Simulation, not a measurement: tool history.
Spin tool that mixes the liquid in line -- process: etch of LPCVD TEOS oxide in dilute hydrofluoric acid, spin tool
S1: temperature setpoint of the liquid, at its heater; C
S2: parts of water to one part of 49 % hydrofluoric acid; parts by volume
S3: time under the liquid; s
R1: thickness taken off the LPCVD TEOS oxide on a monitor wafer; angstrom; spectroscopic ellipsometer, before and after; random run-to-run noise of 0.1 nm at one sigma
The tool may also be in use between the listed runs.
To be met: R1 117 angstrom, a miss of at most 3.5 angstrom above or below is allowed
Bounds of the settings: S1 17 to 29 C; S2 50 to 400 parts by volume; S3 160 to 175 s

{"run": 1, "hour": 0.0, "S1": 21, "S2": 225, "S3": 160, "R1": 97.347}
{"run": 2, "hour": 1.3, "S1": 22, "S2": 225, "S3": 160, "R1": 100.52}
{"run": 3, "hour": 4.4, "S1": 23, "S2": 225, "S3": 160, "R1": 105.24}
{"run": 4, "hour": 9.5, "S1": 23.5, "S2": 225, "S3": 160, "R1": 106.45}
{"run": 5, "hour": 12.2, "S1": 23.5, "S2": 145, "S3": 160, "R1": 178.79}
{"run": 6, "hour": 19.5, "S1": 22.5, "S2": 150, "S3": 160, "R1": 165.1}
{"run": 7, "hour": 24.9, "S1": 21.5, "S2": 155, "S3": 160, "R1": 155.65}
{"run": 8, "hour": 33.8, "S1": 20.5, "S2": 160, "S3": 160, "R1": 144.38}
{"run": 9, "hour": 42.1, "S1": 20, "S2": 165, "S3": 160, "R1": 135.48}
{"run": 10, "hour": 50.6, "S1": 20, "S2": 165, "S3": 160, "R1": 134.41}
{"run": 11, "hour": 58.8, "S1": 19.5, "S2": 165, "S3": 160, "R1": 134.42}
{"run": 12, "hour": 65.7, "S1": 19, "S2": 165, "S3": 160, "R1": 130.06}
{"run": 13, "hour": 71.3, "S1": 18.5, "S2": 165, "S3": 160, "R1": 128.94}
{"run": 14, "hour": 72.6, "S1": 17, "S2": 175, "S3": 160, "R1": 111.76}

5 candidate next runs follow, results not yet known. Just one meets every target within its allowed miss. Identify it.
{"run": "A", "hour": 73.9, "S1": 17, "S2": 185, "S3": 160, "R1": "?"}
{"run": "B", "hour": 73.9, "S1": 18, "S2": 175, "S3": 160, "R1": "?"}
{"run": "C", "hour": 73.9, "S1": 17.5, "S2": 200, "S3": 175, "R1": "?"}
{"run": "D", "hour": 73.9, "S1": 17, "S2": 185, "S3": 165, "R1": "?"}
{"run": "E", "hour": 73.9, "S1": 17, "S2": 180, "S3": 160, "R1": "?"}

move=A R1=106.67
move=B R1=118.5
move=C R1=108.57
move=D R1=110
move=E R1=110.14
A: misses by more than the last run did
B: every result lands within tolerance
C: misses by more than the last run did
D: misses by more than the last run did
E: misses by more than the last run did
So the answer is move B, the one that meets all the targets.

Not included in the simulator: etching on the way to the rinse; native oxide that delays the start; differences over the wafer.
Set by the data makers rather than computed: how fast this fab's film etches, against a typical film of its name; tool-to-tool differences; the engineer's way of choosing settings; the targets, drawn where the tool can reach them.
